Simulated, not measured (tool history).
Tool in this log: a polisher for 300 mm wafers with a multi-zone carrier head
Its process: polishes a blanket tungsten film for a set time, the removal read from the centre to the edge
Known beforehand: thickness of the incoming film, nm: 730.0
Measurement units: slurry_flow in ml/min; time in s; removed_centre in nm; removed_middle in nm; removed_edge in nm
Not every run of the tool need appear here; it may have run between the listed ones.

Run 1, hour 0.0: slurry_flow 135 ml/min, centre_zone 1.00, middle_zone 1.00, edge_zone 1.00, slurry_solids 1.00, time 43 s. Result: removed_centre 308.98 nm, removed_middle 312.74 nm, removed_edge 301.70 nm.
Run 2, hour 2.4: slurry_flow 135 ml/min, centre_zone 1.00, middle_zone 1.05, edge_zone 1.00, slurry_solids 1.00, time 43 s. Result: removed_centre 305.80 nm, removed_middle 333.76 nm, removed_edge 307.67 nm.
Run 3, hour 3.3: slurry_flow 135 ml/min, centre_zone 1.00, middle_zone 1.05, edge_zone 0.93, slurry_solids 1.00, time 43 s. Result: removed_centre 304.82 nm, removed_middle 323.19 nm, removed_edge 295.82 nm.
Run 4, hour 5.9: slurry_flow 135 ml/min, centre_zone 1.00, middle_zone 1.05, edge_zone 0.85, slurry_solids 1.00, time 43 s. Result: removed_centre 304.99 nm, removed_middle 324.10 nm, removed_edge 279.14 nm.
Run 5, hour 11.9: slurry_flow 135 ml/min, centre_zone 1.00, middle_zone 1.05, edge_zone 0.85, slurry_solids 1.10, time 43 s. Result: removed_centre 308.10 nm, removed_middle 330.65 nm, removed_edge 286.83 nm.
Run 6, hour 14.4: slurry_flow 135 ml/min, centre_zone 1.00, middle_zone 1.05, edge_zone 0.91, slurry_solids 1.10, time 43 s. Result: removed_centre 314.59 nm, removed_middle 333.26 nm, removed_edge 295.71 nm.
Run 7, hour 21.3: slurry_flow 125 ml/min, centre_zone 0.98, middle_zone 1.01, edge_zone 0.91, slurry_solids 1.00, time 40 s. Result: removed_centre 274.30 nm, removed_middle 287.94 nm, removed_edge 269.79 nm.
Run 8, hour 29.0: slurry_flow 120 ml/min, centre_zone 0.96, middle_zone 0.98, edge_zone 0.90, slurry_solids 0.90, time 38 s. Result: removed_centre 244.39 nm, removed_middle 254.62 nm, removed_edge 245.37 nm.
Run 9, hour 30.1: slurry_flow 115 ml/min, centre_zone 0.94, middle_zone 0.95, edge_zone 0.89, slurry_solids 0.85, time 37 s. Result: removed_centre 227.14 nm, removed_middle 243.25 nm, removed_edge 234.07 nm.

Expected results for the next run?
Run 10, hour 34.5: slurry_flow 110 ml/min, centre_zone 0.94, middle_zone 0.93, edge_zone 0.90, slurry_solids 0.80, time 35 s. Result: removed_centre ?, removed_middle ?, removed_edge ?.

{"run 10": {"removed_centre": 212.72, "removed_middle": 218.98, "removed_edge": 217.64}}
